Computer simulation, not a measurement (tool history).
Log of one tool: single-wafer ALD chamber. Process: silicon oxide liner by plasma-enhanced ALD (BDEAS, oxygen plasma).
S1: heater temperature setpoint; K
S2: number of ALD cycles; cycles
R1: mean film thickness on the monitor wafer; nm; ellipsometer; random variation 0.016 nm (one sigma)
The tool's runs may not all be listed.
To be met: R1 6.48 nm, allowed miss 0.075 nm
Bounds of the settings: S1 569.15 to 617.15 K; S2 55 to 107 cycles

{"run": 1, "hour": 0.0, "S1": 593.15, "S2": 81, "R1": 7.558}
{"run": 2, "hour": 2.3, "S1": 593.15, "S2": 91, "R1": 8.5105}
{"run": 3, "hour": 9.7, "S1": 595.15, "S2": 86, "R1": 7.996}
{"run": 4, "hour": 13.4, "S1": 597.15, "S2": 82, "R1": 7.6074}
{"run": 5, "hour": 18.9, "S1": 598.15, "S2": 79, "R1": 7.3046}
{"run": 6, "hour": 22.4, "S1": 600.15, "S2": 77, "R1": 7.1145}
{"run": 7, "hour": 25.7, "S1": 602.15, "S2": 76, "R1": 7.0187}
{"run": 8, "hour": 34.3, "S1": 603.15, "S2": 75, "R1": 6.9173}
{"run": 9, "hour": 36.4, "S1": 609.15, "S2": 69, "R1": 6.3049}
{"run": 10, "hour": 44.2, "S1": 607.15, "S2": 69, "R1": 6.3304}

5 next moves are on the table. One of them brings every result within its allowed miss. Which?
{"run": "A", "hour": 52.0, "S1": 606.15, "S2": 69, "R1": "?"}
{"run": "B", "hour": 52.0, "S1": 611.15, "S2": 71, "R1": "?"}
{"run": "C", "hour": 52.0, "S1": 611.15, "S2": 69, "R1": "?"}
{"run": "D", "hour": 52.0, "S1": 614.15, "S2": 70, "R1": "?"}
{"run": "E", "hour": 52.0, "S1": 594.15, "S2": 68, "R1": "?"}

move=A R1=6.3122
move=B R1=6.4533
move=C R1=6.2716
move=D R1=6.3377
move=E R1=6.3167
A: further off than the last run
B: meets every target
C: further off than the last run
D: as far off as the last run
E: further off than the last run
Move B is the one to make.
